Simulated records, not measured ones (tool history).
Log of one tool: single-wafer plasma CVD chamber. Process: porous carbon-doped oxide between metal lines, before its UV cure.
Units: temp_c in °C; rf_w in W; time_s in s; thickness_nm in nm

run,day,temp_c,rf_w,time_s,thickness_nm
1,0,275,555,38,262.75
2,0.025,275,555,38,263.76
3,0.262,270,555,38,274.38
4,0.567,270,555,36.2,262.35
5,0.854,270,510,36.2,248.98
6,0.979,272,510,36.2,244.44
7,1.25,274,510,36.2,242.11
8,1.421,275,510,36.2,239.36

The next listed run, before its measurement:
9,1.488,276,510,36.2,?

{"run 9": {"thickness_nm": 238.55}}
